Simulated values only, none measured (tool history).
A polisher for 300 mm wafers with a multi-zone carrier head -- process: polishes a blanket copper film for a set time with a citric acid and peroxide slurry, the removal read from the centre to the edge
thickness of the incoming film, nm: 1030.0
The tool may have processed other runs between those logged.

run,day,flow of slurry (ml/min),pressure of the head's centre zone,pressure of the head's middle zone,pressure of the head's edge zone,abrasive content of the slurry,polishing time (s),film removed at the wafer's centre (Å),film removed at mid-radius (Å),film removed at the wafer's edge (Å)
1,0.000,270,1.00,1.00,1.00,1.00,67,1094.70,1078.70,1091.40
2,0.129,270,1.00,1.03,1.00,1.00,67,1080.90,1095.60,1086.00
3,0.329,270,1.00,1.10,1.00,1.00,67,1095.80,1148.40,1084.60
4,0.579,270,1.00,1.10,1.00,1.00,51,842.41,881.83,818.63
5,0.717,270,1.00,1.10,1.00,1.00,39,633.37,665.72,625.97
6,0.938,270,1.00,1.09,1.02,1.05,42,695.14,726.56,699.64
7,1.092,275,1.01,1.09,1.04,1.10,44,738.23,775.65,741.79
8,1.246,275,1.02,1.08,1.06,1.15,46,792.38,801.37,791.17

Predict the results of run 9:
9,1.317,300,0.99,1.07,1.16,1.40,64,?,?,?

film removed at the wafer's centre (Å): 1137.40
film removed at mid-radius (Å): 1169.80
film removed at the wafer's edge (Å): 1215.70

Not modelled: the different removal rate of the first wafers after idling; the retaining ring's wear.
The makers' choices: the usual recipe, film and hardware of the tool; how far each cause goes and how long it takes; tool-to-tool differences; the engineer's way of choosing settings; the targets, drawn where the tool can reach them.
